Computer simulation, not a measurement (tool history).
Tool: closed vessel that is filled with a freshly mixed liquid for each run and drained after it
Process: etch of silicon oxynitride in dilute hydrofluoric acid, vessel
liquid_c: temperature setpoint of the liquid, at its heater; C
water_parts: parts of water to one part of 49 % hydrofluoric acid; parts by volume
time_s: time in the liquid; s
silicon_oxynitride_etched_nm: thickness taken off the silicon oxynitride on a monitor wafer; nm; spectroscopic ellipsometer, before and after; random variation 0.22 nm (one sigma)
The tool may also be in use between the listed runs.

run,day,liquid_c,water_parts,time_s,silicon_oxynitride_etched_nm
1,0,23,50,125,9.9778
2,0.058,25,50,125,10.972
3,0.283,26.5,45,125,13.089
4,0.388,27.5,40,125,15.329
5,0.738,27.5,55,125,11.365
6,0.796,27.5,55,125,11.079
7,1.133,28.5,50,125,12.878
8,1.283,29,45,125,14.804
9,1.592,29.5,40,125,17.247
10,1.629,31,30,125,24.843
11,1.683,30.5,30,125,24.274

Forecast run 12:
12,1.742,30,30,125,?

{"run 12": {"silicon_oxynitride_etched_nm": 23.44}}

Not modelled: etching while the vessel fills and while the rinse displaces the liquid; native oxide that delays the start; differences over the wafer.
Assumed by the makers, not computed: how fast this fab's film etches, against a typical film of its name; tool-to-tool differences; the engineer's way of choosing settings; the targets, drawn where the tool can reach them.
